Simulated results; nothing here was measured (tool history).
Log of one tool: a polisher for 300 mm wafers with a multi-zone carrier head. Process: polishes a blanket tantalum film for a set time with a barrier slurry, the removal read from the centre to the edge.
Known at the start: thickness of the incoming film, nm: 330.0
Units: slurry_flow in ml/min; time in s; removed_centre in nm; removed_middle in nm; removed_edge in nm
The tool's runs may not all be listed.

Run 1, day 0.000: slurry_flow 290 ml/min, centre_zone 1.00, middle_zone 1.00, edge_zone 1.00, slurry_solids 1.00, time 50 s. Result: removed_centre 113.200 nm, removed_middle 117.350 nm, removed_edge 114.670 nm.
Run 2, day 0.354: slurry_flow 295 ml/min, centre_zone 1.00, middle_zone 1.01, edge_zone 0.98, slurry_solids 0.95, time 49 s. Result: removed_centre 109.660 nm, removed_middle 117.300 nm, removed_edge 116.410 nm.
Run 3, day 0.471: slurry_flow 240 ml/min, centre_zone 1.00, middle_zone 1.01, edge_zone 0.98, slurry_solids 0.95, time 49 s. Result: removed_centre 109.000 nm, removed_middle 112.500 nm, removed_edge 111.550 nm.
Run 4, day 0.492: slurry_flow 240 ml/min, centre_zone 1.00, middle_zone 1.01, edge_zone 0.98, slurry_solids 1.15, time 49 s. Result: removed_centre 112.410 nm, removed_middle 117.550 nm, removed_edge 118.570 nm.
Run 5, day 0.658: slurry_flow 260 ml/min, centre_zone 1.01, middle_zone 1.02, edge_zone 0.97, slurry_solids 1.10, time 47 s. Result: removed_centre 108.090 nm, removed_middle 112.930 nm, removed_edge 109.720 nm.
Run 6, day 0.862: slurry_flow 260 ml/min, centre_zone 1.01, middle_zone 1.02, edge_zone 0.97, slurry_solids 1.10, time 56 s. Result: removed_centre 133.120 nm, removed_middle 135.890 nm, removed_edge 134.220 nm.
Run 7, day 1.183: slurry_flow 270 ml/min, centre_zone 1.02, middle_zone 1.03, edge_zone 0.96, slurry_solids 1.05, time 54 s. Result: removed_centre 128.370 nm, removed_middle 132.670 nm, removed_edge 127.930 nm.
Run 8, day 1.525: slurry_flow 325 ml/min, centre_zone 1.06, middle_zone 1.06, edge_zone 0.86, slurry_solids 0.80, time 40 s. Result: removed_centre 93.495 nm, removed_middle 93.786 nm, removed_edge 83.349 nm.

Run 9 comes next. What will it give?
Run 9, day 1.612: slurry_flow 325 ml/min, centre_zone 1.06, middle_zone 1.06, edge_zone 0.85, slurry_solids 0.80, time 40 s. Result: removed_centre ?, removed_middle ?, removed_edge ?.

removed_centre: 91.411 nm
removed_middle: 93.807 nm
removed_edge: 83.791 nm
